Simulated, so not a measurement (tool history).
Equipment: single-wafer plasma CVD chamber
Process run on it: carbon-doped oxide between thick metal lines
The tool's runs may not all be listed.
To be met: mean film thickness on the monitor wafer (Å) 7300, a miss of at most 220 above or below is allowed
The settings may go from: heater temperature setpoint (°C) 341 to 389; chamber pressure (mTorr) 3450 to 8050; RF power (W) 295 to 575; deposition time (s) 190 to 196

run    day  heater temperature setpoint (°C)  chamber pressure (mTorr)  RF power (W)  deposition time (s)  mean film thickness on the monitor wafer (Å)
  1      0                               365                      5750           435                  190                                        8253.3
  2  0.108                               366                      5650           420                  190                                        7983.2
  3  0.229                               366                      5650           420                  196                                        8192.1
  4  0.533                               376                      5650           420                  196                                        8101.2
  5  0.879                               376                      5650           420                  190                                        7838.3
  6  1.175                               376                      5590           410                  190                                        7688.7
  7  1.354                               376                      5540           405                  190                                        7625.9
  8  1.592                               376                      5510           400                  190                                        7547.2

Which of these 4 next moves meets every target?
  A  1.829                               369                      5640           370                  190                                             ?
  B  1.829                               378                      5490           410                  196                                             ?
  C  1.829                               369                      4920           410                  196                                             ?
  D  1.829                               377                      5520           415                  196                                             ?

move  mean film thickness on the monitor wafer (Å)
   A                                        7309.3
   B                                        7908.5
   C                                          7969
   D                                        7996.1
A: every result within its allowed miss
B: further off than the last run
C: further off than the last run
D: further off than the last run
So the answer is move A, the one that meets all the targets.
